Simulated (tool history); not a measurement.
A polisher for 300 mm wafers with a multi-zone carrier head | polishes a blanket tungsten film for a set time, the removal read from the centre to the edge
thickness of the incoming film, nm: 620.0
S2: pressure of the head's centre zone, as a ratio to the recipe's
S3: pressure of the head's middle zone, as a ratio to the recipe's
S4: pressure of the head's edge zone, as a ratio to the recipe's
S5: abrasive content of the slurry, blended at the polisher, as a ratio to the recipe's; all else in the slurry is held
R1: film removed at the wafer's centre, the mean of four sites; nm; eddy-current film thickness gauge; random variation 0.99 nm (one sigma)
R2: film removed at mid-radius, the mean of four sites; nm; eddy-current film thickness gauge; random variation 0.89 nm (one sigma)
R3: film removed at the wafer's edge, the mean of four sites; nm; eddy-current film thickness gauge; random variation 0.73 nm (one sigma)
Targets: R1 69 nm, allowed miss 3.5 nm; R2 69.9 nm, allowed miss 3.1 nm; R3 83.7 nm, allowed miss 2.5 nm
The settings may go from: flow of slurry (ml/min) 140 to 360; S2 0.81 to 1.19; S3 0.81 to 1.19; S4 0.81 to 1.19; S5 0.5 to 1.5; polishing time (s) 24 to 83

{"run": 1, "hour": 0.0, "flow of slurry (ml/min)": 230, "S2": 1, "S3": 1, "S4": 1, "S5": 1, "polishing time (s)": 53, "R1": 155.74, "R2": 153.38, "R3": 155.41}
{"run": 2, "hour": 5.9, "flow of slurry (ml/min)": 225, "S2": 0.98, "S3": 0.98, "S4": 1, "S5": 0.95, "polishing time (s)": 50, "R1": 140.14, "R2": 139.18, "R3": 144.31}
{"run": 3, "hour": 6.7, "flow of slurry (ml/min)": 225, "S2": 0.98, "S3": 0.98, "S4": 1.06, "S5": 0.95, "polishing time (s)": 50, "R1": 145.39, "R2": 138.85, "R3": 147.13}
{"run": 4, "hour": 9.3, "flow of slurry (ml/min)": 220, "S2": 0.96, "S3": 0.96, "S4": 1.05, "S5": 0.9, "polishing time (s)": 47, "R1": 130.2, "R2": 125.38, "R3": 135.98}
{"run": 5, "hour": 11.7, "flow of slurry (ml/min)": 220, "S2": 0.96, "S3": 0.96, "S4": 1.05, "S5": 1.05, "polishing time (s)": 47, "R1": 132.49, "R2": 131.07, "R3": 138.53}
{"run": 6, "hour": 17.7, "flow of slurry (ml/min)": 220, "S2": 0.96, "S3": 0.96, "S4": 1.05, "S5": 1.05, "polishing time (s)": 56, "R1": 159.48, "R2": 159.89, "R3": 172.39}
{"run": 7, "hour": 23.8, "flow of slurry (ml/min)": 165, "S2": 0.86, "S3": 0.86, "S4": 1.08, "S5": 0.8, "polishing time (s)": 41, "R1": 92.526, "R2": 95.345, "R3": 112.06}
{"run": 8, "hour": 32.0, "flow of slurry (ml/min)": 165, "S2": 0.86, "S3": 0.85, "S4": 1.08, "S5": 0.75, "polishing time (s)": 40, "R1": 88.075, "R2": 87.759, "R3": 109.95}
{"run": 9, "hour": 36.6, "flow of slurry (ml/min)": 165, "S2": 0.86, "S3": 0.85, "S4": 1.06, "S5": 0.7, "polishing time (s)": 39, "R1": 86.374, "R2": 85.339, "R3": 105.57}
{"run": 10, "hour": 41.7, "flow of slurry (ml/min)": 165, "S2": 0.86, "S3": 0.85, "S4": 1.05, "S5": 0.65, "polishing time (s)": 38, "R1": 82.35, "R2": 81.241, "R3": 100.92}
{"run": 11, "hour": 43.5, "flow of slurry (ml/min)": 155, "S2": 0.82, "S3": 0.84, "S4": 0.95, "S5": 0.5, "polishing time (s)": 34, "R1": 65.241, "R2": 69.056, "R3": 81.003}

5 next moves are on the table. One of them brings every result within its allowed miss. Which?
{"run": "A", "hour": 45.3, "flow of slurry (ml/min)": 200, "S2": 0.82, "S3": 0.82, "S4": 0.98, "S5": 0.65, "polishing time (s)": 32, "R1": "?", "R2": "?", "R3": "?"}
{"run": "B", "hour": 45.3, "flow of slurry (ml/min)": 180, "S2": 0.92, "S3": 0.83, "S4": 0.88, "S5": 0.5, "polishing time (s)": 34, "R1": "?", "R2": "?", "R3": "?"}
{"run": "C", "hour": 45.3, "flow of slurry (ml/min)": 140, "S2": 0.9, "S3": 0.81, "S4": 1.01, "S5": 0.5, "polishing time (s)": 34, "R1": "?", "R2": "?", "R3": "?"}
{"run": "D", "hour": 45.3, "flow of slurry (ml/min)": 165, "S2": 0.85, "S3": 0.97, "S4": 0.92, "S5": 0.55, "polishing time (s)": 33, "R1": "?", "R2": "?", "R3": "?"}
{"run": "E", "hour": 45.3, "flow of slurry (ml/min)": 150, "S2": 0.81, "S3": 0.88, "S4": 0.95, "S5": 0.5, "polishing time (s)": 34, "R1": "?", "R2": "?", "R3": "?"}

move=A R1=68.45 R2=70.264 R3=83.256
move=B R1=75.855 R2=70.135 R3=78.646
move=C R1=69.95 R2=65.251 R3=80.821
move=D R1=68.115 R2=77.725 R3=78.342
move=E R1=64.067 R2=71.001 R3=79.308
A: meets every target
B: further off than the last run
C: further off than the last run
D: further off than the last run
E: further off than the last run
The right move is A.
